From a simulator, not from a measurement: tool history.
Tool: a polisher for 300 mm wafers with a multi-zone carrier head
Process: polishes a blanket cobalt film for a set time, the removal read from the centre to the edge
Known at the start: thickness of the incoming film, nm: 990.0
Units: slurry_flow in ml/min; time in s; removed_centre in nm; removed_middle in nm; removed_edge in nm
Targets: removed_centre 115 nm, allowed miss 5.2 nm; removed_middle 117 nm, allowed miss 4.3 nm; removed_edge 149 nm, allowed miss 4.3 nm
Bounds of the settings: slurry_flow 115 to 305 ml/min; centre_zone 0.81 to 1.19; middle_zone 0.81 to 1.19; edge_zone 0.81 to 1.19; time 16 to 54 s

run 1 hour=0 | slurry_flow=195 centre_zone=1 middle_zone=1 edge_zone=1 time=35 | removed_centre=154.24 removed_middle=155.3 removed_edge=161.91
run 2 hour=6.8 | slurry_flow=195 centre_zone=1 middle_zone=1 edge_zone=1.08 time=35 | removed_centre=160.17 removed_middle=156.98 removed_edge=166.79
run 3 hour=13.3 | slurry_flow=195 centre_zone=1.03 middle_zone=1 edge_zone=1.08 time=35 | removed_centre=161.35 removed_middle=158.92 removed_edge=165.19
run 4 hour=19.6 | slurry_flow=195 centre_zone=1.03 middle_zone=1 edge_zone=1.13 time=35 | removed_centre=161.02 removed_middle=155.95 removed_edge=170.49
run 5 hour=20.8 | slurry_flow=195 centre_zone=1.03 middle_zone=1.03 edge_zone=1.13 time=35 | removed_centre=161.34 removed_middle=160.08 removed_edge=170.35
run 6 hour=27 | slurry_flow=195 centre_zone=1.03 middle_zone=1.09 edge_zone=1.13 time=35 | removed_centre=158.42 removed_middle=167.14 removed_edge=167.72
run 7 hour=35.8 | slurry_flow=140 centre_zone=0.93 middle_zone=0.99 edge_zone=1.14 time=29 | removed_centre=113.43 removed_middle=122.9 removed_edge=134.45
run 8 hour=44.6 | slurry_flow=145 centre_zone=0.91 middle_zone=0.95 edge_zone=1.15 time=30 | removed_centre=115.51 removed_middle=122.88 removed_edge=140.91
run 9 hour=50.6 | slurry_flow=145 centre_zone=0.9 middle_zone=0.93 edge_zone=1.16 time=30 | removed_centre=113.19 removed_middle=122.38 removed_edge=143.64
run 10 hour=57 | slurry_flow=145 centre_zone=0.9 middle_zone=0.91 edge_zone=1.17 time=30 | removed_centre=116.55 removed_middle=117.43 removed_edge=142.18
run 11 hour=60.7 | slurry_flow=145 centre_zone=0.89 middle_zone=0.9 edge_zone=1.18 time=30 | removed_centre=112.84 removed_middle=118.91 removed_edge=145.41

4 next moves are on the table. One of them brings every result within its allowed miss. Which?
run A hour=64.4 | slurry_flow=125 centre_zone=0.85 middle_zone=0.98 edge_zone=1.19 time=31 | removed_centre=? removed_middle=? removed_edge=?
run B hour=64.4 | slurry_flow=170 centre_zone=0.89 middle_zone=0.88 edge_zone=1.19 time=30 | removed_centre=? removed_middle=? removed_edge=?
run C hour=64.4 | slurry_flow=125 centre_zone=0.81 middle_zone=0.84 edge_zone=1.19 time=32 | removed_centre=? removed_middle=? removed_edge=?
run D hour=64.4 | slurry_flow=130 centre_zone=0.85 middle_zone=0.96 edge_zone=1.14 time=30 | removed_centre=? removed_middle=? removed_edge=?

move=A removed_centre=107.55 removed_middle=130.31 removed_edge=147.19
move=B removed_centre=114.56 removed_middle=120.57 removed_edge=147.35
move=C removed_centre=105.73 removed_middle=118.37 removed_edge=152.22
move=D removed_centre=104.8 removed_middle=124.71 removed_edge=140.39
A: brings the result that was furthest off to its target, and leaves another outside
B: meets every target
C: brings the result that was furthest off to its target, and leaves another outside
D: further off than the last run
The right move is B.
